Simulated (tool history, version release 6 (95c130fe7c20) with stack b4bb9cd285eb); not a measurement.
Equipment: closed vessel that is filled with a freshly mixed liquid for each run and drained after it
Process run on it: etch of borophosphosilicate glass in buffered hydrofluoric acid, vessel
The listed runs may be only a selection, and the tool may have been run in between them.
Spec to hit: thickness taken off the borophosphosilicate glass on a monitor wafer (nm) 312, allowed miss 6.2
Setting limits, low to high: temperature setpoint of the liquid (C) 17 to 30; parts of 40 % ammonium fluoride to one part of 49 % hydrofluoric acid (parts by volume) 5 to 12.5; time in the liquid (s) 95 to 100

run,hour,temperature setpoint of the liquid (C),parts of 40 % ammonium fluoride to one part of 49 % hydrofluoric acid (parts by volume),time in the liquid (s),thickness taken off the borophosphosilicate glass on a monitor wafer (nm)
1,0,22,7.5,95,347.76
2,8.3,21,7.5,95,330.42
3,10.2,21,7.5,95,331.09
4,13.8,21,6.5,95,381.33
5,14.9,20.5,6.5,95,368.15
6,17.1,20.5,8.5,95,280.09
7,25.5,21.5,8.5,95,298.18
8,26.7,22,8.5,95,302.08
9,35.3,23,8.5,95,323.81

4 candidate next runs follow, results not yet known. Just one meets every target within its allowed miss. Identify it.
A,43.9,21.5,8.5,100,?
B,43.9,22.5,9,95,?
C,43.9,18.5,7.5,100,?
D,43.9,21.5,8,100,?

move,thickness taken off the borophosphosilicate glass on a monitor wafer (nm)
A,311.71
B,293.71
C,303.04
D,333.12
A: hits every target within its allowed miss
B: the result that was furthest off in the last run now lies on the other side of its target
C: the result that was furthest off in the last run now lies on the other side of its target
D: the biggest miss grows against the last run
So the answer is move A, the one that meets all the targets.
